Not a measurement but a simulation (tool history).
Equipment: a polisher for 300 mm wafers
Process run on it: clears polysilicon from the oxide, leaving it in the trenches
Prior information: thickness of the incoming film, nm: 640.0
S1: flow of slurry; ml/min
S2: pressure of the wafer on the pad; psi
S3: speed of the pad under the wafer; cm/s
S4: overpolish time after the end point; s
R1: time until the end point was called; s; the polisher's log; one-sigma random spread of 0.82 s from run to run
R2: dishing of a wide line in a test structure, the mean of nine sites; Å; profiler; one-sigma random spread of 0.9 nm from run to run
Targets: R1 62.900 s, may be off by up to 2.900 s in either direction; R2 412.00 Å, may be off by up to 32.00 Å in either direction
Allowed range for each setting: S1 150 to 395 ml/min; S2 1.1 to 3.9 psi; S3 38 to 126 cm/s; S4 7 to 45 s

run 1 hour=0.0 | S1=250 S2=2.5 S3=82 S4=23 | R1=77.875 R2=516.99
run 2 hour=4.6 | S1=250 S2=2.6 S3=82 S4=19 | R1=77.384 R2=503.49
run 3 hour=11.9 | S1=250 S2=2.6 S3=82 S4=10 | R1=77.518 R2=426.78
run 4 hour=15.2 | S1=250 S2=2.7 S3=82 S4=9 | R1=74.156 R2=403.64
run 5 hour=20.1 | S1=250 S2=2.2 S3=82 S4=9 | R1=87.420 R2=401.57
run 6 hour=25.6 | S1=250 S2=2.4 S3=82 S4=8 | R1=80.542 R2=402.87
run 7 hour=34.3 | S1=250 S2=2.6 S3=82 S4=8 | R1=77.491 R2=398.48
run 8 hour=41.2 | S1=250 S2=2.8 S3=82 S4=8 | R1=74.273 R2=414.66

Pick the move, out of 4, that brings all results within their allowed miss; only one does.
run A hour=48.1 | S1=265 S2=2.5 S3=102 S4=7 | R1=? R2=?
run B hour=48.1 | S1=190 S2=3.2 S3=76 S4=11 | R1=? R2=?
run C hour=48.1 | S1=275 S2=2.4 S3=80 S4=8 | R1=? R2=?
run D hour=48.1 | S1=280 S2=2.9 S3=60 S4=12 | R1=? R2=?

move=A R1=63.380 R2=407.25
move=B R1=71.121 R2=453.72
move=C R1=82.599 R2=385.57
move=D R1=94.075 R2=428.96
A: in spec on every target
B: nearer the targets than the last run, but a result is still out of spec
C: the biggest miss grows against the last run
D: the biggest miss grows against the last run
So the answer is move A, the one that meets all the targets.

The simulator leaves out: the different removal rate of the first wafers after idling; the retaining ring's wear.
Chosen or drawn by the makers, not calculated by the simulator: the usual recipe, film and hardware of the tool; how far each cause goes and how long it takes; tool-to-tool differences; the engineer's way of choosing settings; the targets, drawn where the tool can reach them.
